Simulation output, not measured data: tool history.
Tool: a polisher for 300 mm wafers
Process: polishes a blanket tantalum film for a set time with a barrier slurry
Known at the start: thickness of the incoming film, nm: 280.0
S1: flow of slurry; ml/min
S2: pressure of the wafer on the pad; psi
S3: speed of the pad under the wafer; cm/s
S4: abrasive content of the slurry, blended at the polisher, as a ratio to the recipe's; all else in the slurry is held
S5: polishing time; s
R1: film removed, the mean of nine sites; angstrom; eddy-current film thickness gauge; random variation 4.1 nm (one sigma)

run,hour,S1,S2,S3,S4,S5,R1
1,0.0,165,1.6,92,1.0,105,1542.1
2,5.2,165,1.9,94,1.0,105,1871.2
3,12.0,165,2.1,96,1.0,105,2024.9
4,14.7,165,2.3,100,1.0,105,2212.6
5,17.7,165,2.4,106,1.0,105,2475.9
6,23.7,165,2.4,106,0.9,105,2397.6
7,26.7,165,2.5,110,0.9,105,2550.3
8,34.2,165,2.5,110,0.9,105,2555.1
9,43.3,165,2.5,110,0.9,105,2535.0
10,49.3,165,2.5,114,0.9,105,2609.8
11,54.7,165,2.5,116,0.9,105,2636.7
12,56.9,165,2.5,118,0.9,105,2703.6
13,58.6,165,2.5,118,0.9,105,2678.3
14,64.1,165,2.5,120,0.9,105,2693.6

The next listed run, before its measurement:
15,65.9,165,2.5,122,0.9,105,?

R1: 2689.3 angstrom
